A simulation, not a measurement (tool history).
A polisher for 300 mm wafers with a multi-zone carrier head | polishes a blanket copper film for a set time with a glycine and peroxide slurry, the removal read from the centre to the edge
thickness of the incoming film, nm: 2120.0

run,day,flow of slurry (ml/min),pressure of the head's centre zone,pressure of the head's middle zone,pressure of the head's edge zone,polishing time (s),film removed at the wafer's centre (nm),film removed at mid-radius (nm),film removed at the wafer's edge (nm)
1,0.000,160,1.00,1.00,1.00,71,443.20,446.40,448.80
2,0.188,160,1.00,1.00,0.97,71,446.65,450.35,449.20
3,0.454,165,1.00,1.01,0.99,73,450.78,465.98,466.23
4,0.704,170,1.01,1.03,1.00,74,481.18,488.07,471.39
5,1.042,170,1.01,1.03,0.92,74,478.04,487.00,456.16
6,1.083,175,1.00,1.04,0.95,75,478.45,492.65,467.80
7,1.225,215,0.98,1.14,1.05,84,539.76,619.48,568.77

Run 8 comes next. What will it give?
8,1.429,210,0.98,1.13,1.05,84,?,?,?

film removed at the wafer's centre (nm): 550.19
film removed at mid-radius (nm): 610.25
film removed at the wafer's edge (nm): 557.59
